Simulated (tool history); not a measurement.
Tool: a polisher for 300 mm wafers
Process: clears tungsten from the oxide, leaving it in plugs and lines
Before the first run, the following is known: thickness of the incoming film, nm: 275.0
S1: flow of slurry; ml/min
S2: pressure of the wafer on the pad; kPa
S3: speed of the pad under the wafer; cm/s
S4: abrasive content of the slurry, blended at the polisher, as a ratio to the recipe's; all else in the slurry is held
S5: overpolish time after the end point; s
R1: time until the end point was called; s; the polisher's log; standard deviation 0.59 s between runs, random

| run | day | S1 | S2 | S3 | S4 | S5 | R1 |
|---|---|---|---|---|---|---|---|
| 1 | 0 | 245 | 21.4 | 96 | 1 | 41 | 67.667 |
| 2 | 0.162 | 245 | 21.4 | 96 | 0.9 | 41 | 70.291 |
| 3 | 0.271 | 245 | 22.1 | 96 | 0.9 | 41 | 67.395 |
| 4 | 0.6 | 245 | 22.8 | 96 | 0.9 | 41 | 66.679 |
| 5 | 0.833 | 305 | 22.8 | 96 | 0.9 | 41 | 65.26 |
| 6 | 1.108 | 305 | 22.8 | 96 | 0.7 | 41 | 67.242 |
| 7 | 1.446 | 305 | 23.4 | 96 | 0.7 | 41 | 67.127 |
| 8 | 1.767 | 305 | 24.1 | 96 | 0.7 | 41 | 65.275 |
| 9 | 1.962 | 305 | 24.8 | 96 | 0.7 | 41 | 63.432 |

For run 10, what comes out?
| 10 | 2.017 | 305 | 24.8 | 96 | 0.7 | 41 | ? |

Run 10 produced R1 61.627 s.
